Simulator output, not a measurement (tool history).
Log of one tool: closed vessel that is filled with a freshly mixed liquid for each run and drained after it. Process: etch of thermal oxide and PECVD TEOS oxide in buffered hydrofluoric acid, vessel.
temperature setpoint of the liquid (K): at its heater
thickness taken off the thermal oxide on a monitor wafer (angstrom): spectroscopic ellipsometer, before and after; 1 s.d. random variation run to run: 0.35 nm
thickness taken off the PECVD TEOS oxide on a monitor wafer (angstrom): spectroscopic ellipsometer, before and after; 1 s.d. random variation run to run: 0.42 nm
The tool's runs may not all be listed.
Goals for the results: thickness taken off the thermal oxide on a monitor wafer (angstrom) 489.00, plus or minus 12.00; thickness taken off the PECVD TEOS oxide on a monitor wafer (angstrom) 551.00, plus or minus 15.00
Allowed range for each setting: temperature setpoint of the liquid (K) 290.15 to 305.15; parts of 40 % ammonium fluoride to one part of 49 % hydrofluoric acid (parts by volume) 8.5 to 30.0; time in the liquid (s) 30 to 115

| run | hour | temperature setpoint of the liquid (K) | parts of 40 % ammonium fluoride to one part of 49 % hydrofluoric acid (parts by volume) | time in the liquid (s) | thickness taken off the thermal oxide on a monitor wafer (angstrom) | thickness taken off the PECVD TEOS oxide on a monitor wafer (angstrom) |
|---|---|---|---|---|---|---|
| 1 | 0.0 | 297.15 | 23.5 | 60 | 334.23 | 375.10 |
| 2 | 1.5 | 298.15 | 23.5 | 60 | 351.34 | 400.62 |
| 3 | 9.6 | 300.15 | 23.5 | 60 | 395.53 | 444.69 |
| 4 | 17.2 | 300.65 | 23.5 | 60 | 410.04 | 459.97 |
| 5 | 22.5 | 301.15 | 23.5 | 60 | 419.76 | 468.16 |
| 6 | 28.9 | 301.65 | 23.5 | 60 | 427.75 | 473.53 |
| 7 | 34.6 | 302.15 | 23.5 | 60 | 435.64 | 499.48 |
| 8 | 37.7 | 303.15 | 23.0 | 60 | 467.38 | 530.18 |

Consider the 4 candidate settings below. Which is the only one whose results all fall within their allowed miss of target?
| A | 40.8 | 302.65 | 26.5 | 65 | ? | ? |
| B | 40.8 | 300.65 | 17.0 | 55 | ? | ? |
| C | 40.8 | 305.15 | 16.5 | 40 | ? | ? |
| D | 40.8 | 301.65 | 24.0 | 65 | ? | ? |

| move | thickness taken off the thermal oxide on a monitor wafer (angstrom) | thickness taken off the PECVD TEOS oxide on a monitor wafer (angstrom) |
|---|---|---|
| A | 450.55 | 509.74 |
| B | 487.62 | 551.68 |
| C | 462.02 | 522.71 |
| D | 457.21 | 517.28 |
A: lands further from the targets than the last run did
B: in spec on every target
C: lands further from the targets than the last run did
D: lands further from the targets than the last run did
The move that meets every target is B.

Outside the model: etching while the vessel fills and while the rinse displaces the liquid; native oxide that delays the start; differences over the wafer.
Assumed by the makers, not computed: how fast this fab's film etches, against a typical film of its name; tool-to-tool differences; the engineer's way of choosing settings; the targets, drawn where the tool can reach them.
